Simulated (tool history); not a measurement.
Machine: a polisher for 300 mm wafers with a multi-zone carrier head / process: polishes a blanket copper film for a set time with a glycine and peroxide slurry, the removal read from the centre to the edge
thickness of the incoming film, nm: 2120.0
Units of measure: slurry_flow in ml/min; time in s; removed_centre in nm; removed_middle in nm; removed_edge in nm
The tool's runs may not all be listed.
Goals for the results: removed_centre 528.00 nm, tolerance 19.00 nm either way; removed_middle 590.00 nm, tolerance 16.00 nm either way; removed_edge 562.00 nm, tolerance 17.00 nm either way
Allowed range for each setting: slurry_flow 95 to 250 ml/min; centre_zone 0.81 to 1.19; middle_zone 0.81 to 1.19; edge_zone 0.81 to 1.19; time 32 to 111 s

Run 1, day 0.000: slurry_flow 160 ml/min, centre_zone 1.00, middle_zone 1.00, edge_zone 1.00, time 71 s. Result: removed_centre 443.20 nm, removed_middle 446.40 nm, removed_edge 448.80 nm.
Run 2, day 0.188: slurry_flow 160 ml/min, centre_zone 1.00, middle_zone 1.00, edge_zone 0.97, time 71 s. Result: removed_centre 446.65 nm, removed_middle 450.35 nm, removed_edge 449.20 nm.
Run 3, day 0.454: slurry_flow 165 ml/min, centre_zone 1.00, middle_zone 1.01, edge_zone 0.99, time 73 s. Result: removed_centre 450.78 nm, removed_middle 465.98 nm, removed_edge 466.23 nm.
Run 4, day 0.704: slurry_flow 170 ml/min, centre_zone 1.01, middle_zone 1.03, edge_zone 1.00, time 74 s. Result: removed_centre 481.18 nm, removed_middle 488.07 nm, removed_edge 471.39 nm.
Run 5, day 1.042: slurry_flow 170 ml/min, centre_zone 1.01, middle_zone 1.03, edge_zone 0.92, time 74 s. Result: removed_centre 478.04 nm, removed_middle 487.00 nm, removed_edge 456.16 nm.
Run 6, day 1.083: slurry_flow 175 ml/min, centre_zone 1.00, middle_zone 1.04, edge_zone 0.95, time 75 s. Result: removed_centre 478.45 nm, removed_middle 492.65 nm, removed_edge 467.80 nm.
Run 7, day 1.225: slurry_flow 215 ml/min, centre_zone 0.98, middle_zone 1.14, edge_zone 1.05, time 84 s. Result: removed_centre 539.76 nm, removed_middle 619.48 nm, removed_edge 568.77 nm.
Run 8, day 1.429: slurry_flow 210 ml/min, centre_zone 0.98, middle_zone 1.13, edge_zone 1.05, time 84 s. Result: removed_centre 550.19 nm, removed_middle 610.25 nm, removed_edge 557.59 nm.

Which of these 5 next moves meets every target?
Run A, day 1.633: slurry_flow 235 ml/min, centre_zone 1.02, middle_zone 1.11, edge_zone 0.97, time 88 s. Result: removed_centre ?, removed_middle ?, removed_edge ?.
Run B, day 1.633: slurry_flow 230 ml/min, centre_zone 1.03, middle_zone 1.14, edge_zone 1.05, time 82 s. Result: removed_centre ?, removed_middle ?, removed_edge ?.
Run C, day 1.633: slurry_flow 205 ml/min, centre_zone 1.04, middle_zone 1.16, edge_zone 1.02, time 84 s. Result: removed_centre ?, removed_middle ?, removed_edge ?.
Run D, day 1.633: slurry_flow 215 ml/min, centre_zone 0.99, middle_zone 1.12, edge_zone 1.13, time 82 s. Result: removed_centre ?, removed_middle ?, removed_edge ?.
Run E, day 1.633: slurry_flow 220 ml/min, centre_zone 1.00, middle_zone 1.06, edge_zone 1.00, time 86 s. Result: removed_centre ?, removed_middle ?, removed_edge ?.

move  removed_centre  removed_middle  removed_edge
   A          598.29          649.15        569.28
   B          561.69          617.40        550.10
   C          572.95          633.96        550.23
   D          535.25          603.71        567.89
   E          568.43          605.64        561.95
A: further off than the last run
B: further off than the last run
C: further off than the last run
D: all results in spec
E: the furthest-off result lands on target, but another misses its tolerance
Go with D: it meets all targets.

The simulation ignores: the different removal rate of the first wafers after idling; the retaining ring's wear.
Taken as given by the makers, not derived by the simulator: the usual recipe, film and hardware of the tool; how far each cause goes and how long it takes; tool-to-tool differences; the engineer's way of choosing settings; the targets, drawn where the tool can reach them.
